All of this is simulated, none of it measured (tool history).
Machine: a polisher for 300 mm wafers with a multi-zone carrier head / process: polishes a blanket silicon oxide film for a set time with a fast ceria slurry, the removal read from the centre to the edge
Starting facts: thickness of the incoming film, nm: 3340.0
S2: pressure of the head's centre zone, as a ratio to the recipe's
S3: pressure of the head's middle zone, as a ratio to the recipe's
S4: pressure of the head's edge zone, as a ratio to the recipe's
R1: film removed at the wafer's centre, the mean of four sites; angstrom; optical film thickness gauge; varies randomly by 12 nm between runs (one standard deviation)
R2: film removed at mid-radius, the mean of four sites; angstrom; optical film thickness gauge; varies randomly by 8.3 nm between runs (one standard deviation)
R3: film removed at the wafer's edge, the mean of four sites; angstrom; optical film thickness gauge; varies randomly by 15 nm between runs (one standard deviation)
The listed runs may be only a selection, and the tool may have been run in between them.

Run 1, hour 0: flow of slurry (ml/min) 310, S2 1, S3 1, S4 1, polishing time (s) 72. Result: R1 8263 angstrom, R2 8094.5 angstrom, R3 8241.9 angstrom.
Run 2, hour 1.1: flow of slurry (ml/min) 315, S2 1, S3 1.02, S4 1.01, polishing time (s) 74. Result: R1 8460.7 angstrom, R2 8519.3 angstrom, R3 8531.4 angstrom.
Run 3, hour 2.6: flow of slurry (ml/min) 315, S2 1, S3 1.06, S4 1.01, polishing time (s) 74. Result: R1 8431.5 angstrom, R2 8764.2 angstrom, R3 8502.4 angstrom.
Run 4, hour 3.8: flow of slurry (ml/min) 320, S2 1, S3 1.07, S4 1.02, polishing time (s) 76. Result: R1 8757 angstrom, R2 9055.3 angstrom, R3 9110.6 angstrom.
Run 5, hour 6.8: flow of slurry (ml/min) 320, S2 1, S3 1.02, S4 1.02, polishing time (s) 76. Result: R1 8702.3 angstrom, R2 8712.2 angstrom, R3 8942.8 angstrom.
Run 6, hour 8: flow of slurry (ml/min) 350, S2 1, S3 1.02, S4 1.02, polishing time (s) 76. Result: R1 8900.9 angstrom, R2 8695 angstrom, R3 9063.9 angstrom.
Run 7, hour 10.2: flow of slurry (ml/min) 340, S2 1, S3 1.04, S4 1.02, polishing time (s) 78. Result: R1 9200.2 angstrom, R2 8990.9 angstrom, R3 9188.6 angstrom.
Run 8, hour 12.1: flow of slurry (ml/min) 340, S2 1, S3 1.04, S4 1.02, polishing time (s) 78. Result: R1 9016.8 angstrom, R2 9112 angstrom, R3 9180.2 angstrom.
Run 9, hour 18.5: flow of slurry (ml/min) 335, S2 1, S3 1.05, S4 1.02, polishing time (s) 80. Result: R1 9329.3 angstrom, R2 9362.9 angstrom, R3 9435.5 angstrom.
Run 10, hour 26.6: flow of slurry (ml/min) 330, S2 0.99, S3 1.06, S4 1.02, polishing time (s) 82. Result: R1 9344.5 angstrom, R2 9687 angstrom, R3 9804.9 angstrom.
Run 11, hour 32.6: flow of slurry (ml/min) 325, S2 0.99, S3 1.07, S4 1.01, polishing time (s) 84. Result: R1 9814.6 angstrom, R2 9952.6 angstrom, R3 9765.4 angstrom.

Forecast run 12:
Run 12, hour 38.8: flow of slurry (ml/min) 320, S2 0.98, S3 1.08, S4 1.01, polishing time (s) 86. Result: R1 ?, R2 ?, R3 ?.

{"run 12": {"R1": 9892.6, "R2": 10206, "R3": 10212}}

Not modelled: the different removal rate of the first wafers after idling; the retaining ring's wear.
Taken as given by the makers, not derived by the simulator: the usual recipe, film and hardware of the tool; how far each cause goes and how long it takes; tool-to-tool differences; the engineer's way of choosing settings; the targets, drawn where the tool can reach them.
